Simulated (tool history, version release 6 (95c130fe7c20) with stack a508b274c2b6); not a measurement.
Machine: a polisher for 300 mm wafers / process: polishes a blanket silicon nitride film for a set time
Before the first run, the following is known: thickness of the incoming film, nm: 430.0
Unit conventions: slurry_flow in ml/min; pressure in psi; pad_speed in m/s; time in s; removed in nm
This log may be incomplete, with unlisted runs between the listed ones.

Run 1, hour 0: slurry_flow 230 ml/min, pressure 3 psi, pad_speed 0.84 m/s, time 49 s. Result: removed 53.062 nm.
Run 2, hour 3.9: slurry_flow 230 ml/min, pressure 2.8 psi, pad_speed 0.82 m/s, time 49 s. Result: removed 49.118 nm.
Run 3, hour 5.3: slurry_flow 230 ml/min, pressure 2.8 psi, pad_speed 0.82 m/s, time 51 s. Result: removed 51.24 nm.
Run 4, hour 10: slurry_flow 230 ml/min, pressure 3.2 psi, pad_speed 0.82 m/s, time 51 s. Result: removed 58.404 nm.
Run 5, hour 15.1: slurry_flow 230 ml/min, pressure 3.2 psi, pad_speed 0.82 m/s, time 51 s. Result: removed 58.375 nm.
Run 6, hour 21.8: slurry_flow 230 ml/min, pressure 3.2 psi, pad_speed 0.68 m/s, time 51 s. Result: removed 52.285 nm.
Run 7, hour 28.7: slurry_flow 230 ml/min, pressure 2.9 psi, pad_speed 0.66 m/s, time 51 s. Result: removed 46.351 nm.
Run 8, hour 31.1: slurry_flow 230 ml/min, pressure 2.7 psi, pad_speed 0.66 m/s, time 51 s. Result: removed 42.423 nm.
Run 9, hour 37.7: slurry_flow 225 ml/min, pressure 1.9 psi, pad_speed 0.64 m/s, time 51 s. Result: removed 30.171 nm.
Run 10, hour 43.3: slurry_flow 220 ml/min, pressure 1.8 psi, pad_speed 0.64 m/s, time 51 s. Result: removed 28.808 nm.
Run 11, hour 48.7: slurry_flow 215 ml/min, pressure 1.8 psi, pad_speed 0.64 m/s, time 51 s. Result: removed 28.55 nm.
Run 12, hour 55.2: slurry_flow 205 ml/min, pressure 1.6 psi, pad_speed 0.64 m/s, time 51 s. Result: removed 25.481 nm.
Run 13, hour 57.2: slurry_flow 205 ml/min, pressure 1.6 psi, pad_speed 0.64 m/s, time 51 s. Result: removed 25.176 nm.
Run 14, hour 62.1: slurry_flow 205 ml/min, pressure 1.6 psi, pad_speed 0.64 m/s, time 51 s. Result: removed 25.511 nm.
Run 15, hour 70.7: slurry_flow 210 ml/min, pressure 1.6 psi, pad_speed 0.64 m/s, time 51 s. Result: removed 25.327 nm.
Run 16, hour 76.5: slurry_flow 215 ml/min, pressure 1.6 psi, pad_speed 0.64 m/s, time 51 s. Result: removed 25.487 nm.

Run 17, settings as shown, results not yet in. Your forecast:
Run 17, hour 82.5: slurry_flow 220 ml/min, pressure 1.6 psi, pad_speed 0.64 m/s, time 51 s. Result: removed ?.

removed: 25.192 nm
